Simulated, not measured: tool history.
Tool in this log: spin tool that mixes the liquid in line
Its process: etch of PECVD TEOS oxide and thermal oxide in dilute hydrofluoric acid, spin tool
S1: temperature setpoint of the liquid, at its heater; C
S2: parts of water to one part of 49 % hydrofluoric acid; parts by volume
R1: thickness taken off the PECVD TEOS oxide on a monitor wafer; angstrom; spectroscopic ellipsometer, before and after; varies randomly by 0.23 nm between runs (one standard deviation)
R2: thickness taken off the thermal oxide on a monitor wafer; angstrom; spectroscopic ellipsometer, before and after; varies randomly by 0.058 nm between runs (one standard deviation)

run 1 hour=0.0 | S1=22 S2=45 time_under_the_liquid_(s)=65 | R1=237.11 R2=64.539
run 2 hour=1.8 | S1=23 S2=45 time_under_the_liquid_(s)=65 | R1=245.45 R2=67.130
run 3 hour=6.1 | S1=23 S2=35 time_under_the_liquid_(s)=65 | R1=316.98 R2=87.589
run 4 hour=8.8 | S1=23 S2=25 time_under_the_liquid_(s)=65 | R1=457.94 R2=126.750
run 5 hour=14.3 | S1=23 S2=25 time_under_the_liquid_(s)=85 | R1=594.02 R2=165.880
run 6 hour=21.9 | S1=23 S2=35 time_under_the_liquid_(s)=85 | R1=417.29 R2=114.410

Forecast run 7:
run 7 hour=28.9 | S1=23 S2=35 time_under_the_liquid_(s)=85 | R1=? R2=?

R1: 415.67 angstrom
R2: 112.810 angstrom
